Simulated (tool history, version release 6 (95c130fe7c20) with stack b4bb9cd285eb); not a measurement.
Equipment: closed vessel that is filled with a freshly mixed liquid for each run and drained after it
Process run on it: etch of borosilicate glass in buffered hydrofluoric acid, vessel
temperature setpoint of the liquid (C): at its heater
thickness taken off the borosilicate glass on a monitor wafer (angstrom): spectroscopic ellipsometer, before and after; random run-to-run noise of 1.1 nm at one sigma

run	day	temperature setpoint of the liquid (C)	parts of 40 % ammonium fluoride to one part of 49 % hydrofluoric acid (parts by volume)	time in the liquid (s)	thickness taken off the borosilicate glass on a monitor wafer (angstrom)
1	0.000	20.0	9.5	85	908.17
2	0.121	20.0	9.5	85	906.26
3	0.242	21.0	9.5	85	962.50
4	0.400	22.0	9.5	85	993.32
5	0.700	22.0	7.0	85	1373.90
6	0.925	22.0	5.5	85	1707.00
7	1.104	21.0	5.5	85	1619.30
8	1.404	20.5	5.5	85	1601.00
9	1.450	20.0	5.5	85	1541.40

What does the tool deliver on the next run?
10	1.825	19.5	5.5	85	?

Run 10 gave thickness taken off the borosilicate glass on a monitor wafer (angstrom) 1500.70.
